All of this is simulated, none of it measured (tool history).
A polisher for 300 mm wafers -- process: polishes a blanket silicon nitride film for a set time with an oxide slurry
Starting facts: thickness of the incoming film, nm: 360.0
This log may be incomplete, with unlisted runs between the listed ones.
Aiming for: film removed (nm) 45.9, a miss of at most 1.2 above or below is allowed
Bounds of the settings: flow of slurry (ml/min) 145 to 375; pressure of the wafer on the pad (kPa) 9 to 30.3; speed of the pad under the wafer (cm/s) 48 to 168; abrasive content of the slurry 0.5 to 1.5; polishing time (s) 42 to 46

run,hour,flow of slurry (ml/min),pressure of the wafer on the pad (kPa),speed of the pad under the wafer (cm/s),abrasive content of the slurry,polishing time (s),film removed (nm)
1,0,240,19.3,108,1,46,26.666
2,2.3,240,19.3,108,0.85,46,25.195
3,5.9,245,22.8,108,0.85,46,29.499
4,6.8,275,22.8,108,0.85,46,29.452
5,10.2,275,22.8,132,0.85,46,35.235
6,13,275,24.1,132,0.85,46,36.527
7,18.6,275,25.5,132,0.85,46,38.533
8,25.4,275,26.9,132,0.85,46,40.536
9,30.6,275,27.6,132,0.85,46,41.421
# hour 37.5: head pressure recalibrated
10,37.5,280,28.3,132,0.85,46,39.857
11,46.3,280,29,136,0.85,46,42.027
12,47.1,280,29.6,138,0.85,46,43.479
13,56.1,285,29.6,140,0.85,46,43.525
14,62.1,285,29.6,142,0.85,46,44.245

Which one of the following 5 next-run settings gets every result inside its allowed miss? There is exactly one.
A,68.1,260,29,150,0.9,46,?
B,68.1,240,29,138,0.9,44,?
C,68.1,265,30.3,134,0.95,44,?
D,68.1,290,27.6,144,0.9,44,?
E,68.1,265,30.3,146,0.7,46,?

move,film removed (nm)
A,45.85
B,40.703
C,42.694
D,41.031
E,42.745
A: meets every target
B: its largest miss is bigger than the last run's
C: its largest miss is bigger than the last run's
D: its largest miss is bigger than the last run's
E: its largest miss is bigger than the last run's
Correct choice: A, which meets every target
